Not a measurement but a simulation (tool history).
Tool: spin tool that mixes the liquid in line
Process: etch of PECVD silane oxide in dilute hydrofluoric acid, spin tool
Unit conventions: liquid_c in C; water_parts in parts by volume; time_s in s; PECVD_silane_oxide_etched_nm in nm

run 1 hour=0.0 | liquid_c=22.0 water_parts=105 time_s=25 | PECVD_silane_oxide_etched_nm=6.9534
run 2 hour=4.3 | liquid_c=19.0 water_parts=105 time_s=25 | PECVD_silane_oxide_etched_nm=6.0970
run 3 hour=9.2 | liquid_c=19.0 water_parts=105 time_s=25 | PECVD_silane_oxide_etched_nm=6.1294
run 4 hour=11.3 | liquid_c=19.0 water_parts=85 time_s=25 | PECVD_silane_oxide_etched_nm=7.7714
run 5 hour=16.5 | liquid_c=18.5 water_parts=95 time_s=25 | PECVD_silane_oxide_etched_nm=6.6909
run 6 hour=23.6 | liquid_c=18.5 water_parts=70 time_s=25 | PECVD_silane_oxide_etched_nm=9.3415

Run 7, settings as shown, results not yet in. Your forecast:
run 7 hour=32.4 | liquid_c=18.0 water_parts=85 time_s=25 | PECVD_silane_oxide_etched_nm=?

PECVD_silane_oxide_etched_nm: 7.4203 nm

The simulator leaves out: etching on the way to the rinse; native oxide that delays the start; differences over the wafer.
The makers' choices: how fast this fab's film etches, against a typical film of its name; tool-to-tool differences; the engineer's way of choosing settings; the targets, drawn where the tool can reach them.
